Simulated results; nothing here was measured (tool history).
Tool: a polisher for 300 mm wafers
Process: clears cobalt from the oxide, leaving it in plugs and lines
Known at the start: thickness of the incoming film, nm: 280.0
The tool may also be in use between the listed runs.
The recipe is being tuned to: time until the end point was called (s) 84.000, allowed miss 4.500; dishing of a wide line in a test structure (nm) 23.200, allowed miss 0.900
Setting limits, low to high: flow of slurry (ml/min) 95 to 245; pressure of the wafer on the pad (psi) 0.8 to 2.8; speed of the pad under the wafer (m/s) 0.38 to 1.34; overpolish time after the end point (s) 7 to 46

run	day	flow of slurry (ml/min)	pressure of the wafer on the pad (psi)	speed of the pad under the wafer (m/s)	overpolish time after the end point (s)	time until the end point was called (s)	dishing of a wide line in a test structure (nm)
1	0.000	155	1.8	0.86	24	73.338	51.659
2	0.342	155	1.8	0.86	16	74.931	40.008
3	0.392	140	1.8	0.86	16	74.222	39.784
4	0.758	140	1.8	0.86	7	76.434	20.855
5	0.946	140	1.8	0.98	7	66.408	22.509
6	1.212	140	1.7	0.96	8	72.362	24.541
7	1.442	130	1.5	0.92	7	86.693	18.888
8	1.608	130	1.5	0.92	7	83.892	18.530
9	1.825	145	1.5	0.90	7	83.303	18.453
# day 1.942: head pressure recalibrated
10	1.942	135	1.6	0.88	8	88.690	19.630
11	2.188	140	1.6	0.88	9	88.884	21.685
12	2.279	145	1.6	0.88	9	91.267	22.293

Below are 5 possible settings for the next run. Only one of them brings all results inside the allowed miss of their targets. Which is it?
A	2.371	150	1.5	0.86	10	?	?
B	2.371	125	1.5	0.82	11	?	?
C	2.371	140	1.5	0.78	10	?	?
D	2.371	150	1.5	0.90	11	?	?
E	2.371	105	1.5	1.04	9	?	?

move	time until the end point was called (s)	dishing of a wide line in a test structure (nm)
A	95.954	22.656
B	104.120	22.924
C	106.820	20.669
D	91.812	25.471
E	86.053	22.711
A: further off than the last run
B: further off than the last run
C: further off than the last run
D: further off than the last run
E: meets every target
The right move is E.
